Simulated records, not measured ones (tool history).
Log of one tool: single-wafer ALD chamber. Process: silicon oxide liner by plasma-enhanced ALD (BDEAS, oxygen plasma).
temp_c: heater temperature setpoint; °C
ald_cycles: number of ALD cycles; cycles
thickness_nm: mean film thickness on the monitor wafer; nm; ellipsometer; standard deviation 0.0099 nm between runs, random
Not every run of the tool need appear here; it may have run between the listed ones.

{"run": 1, "hour": 0.0, "temp_c": 315, "ald_cycles": 62, "thickness_nm": 5.6626}
{"run": 2, "hour": 7.5, "temp_c": 315, "ald_cycles": 54, "thickness_nm": 4.9133}
{"run": 3, "hour": 13.0, "temp_c": 315, "ald_cycles": 53, "thickness_nm": 4.8129}
{"run": 4, "hour": 19.2, "temp_c": 310, "ald_cycles": 53, "thickness_nm": 4.8688}
{"run": 5, "hour": 20.7, "temp_c": 300, "ald_cycles": 53, "thickness_nm": 4.915}
{"run": 6, "hour": 24.2, "temp_c": 300, "ald_cycles": 62, "thickness_nm": 5.7468}
{"run": 7, "hour": 32.1, "temp_c": 300, "ald_cycles": 60, "thickness_nm": 5.5785}
{"run": 8, "hour": 35.2, "temp_c": 300, "ald_cycles": 58, "thickness_nm": 5.3948}

Run 9 has not been measured yet. What should we expect?
{"run": 9, "hour": 36.2, "temp_c": 301, "ald_cycles": 57, "thickness_nm": "?"}

thickness_nm: 5.2972 nm

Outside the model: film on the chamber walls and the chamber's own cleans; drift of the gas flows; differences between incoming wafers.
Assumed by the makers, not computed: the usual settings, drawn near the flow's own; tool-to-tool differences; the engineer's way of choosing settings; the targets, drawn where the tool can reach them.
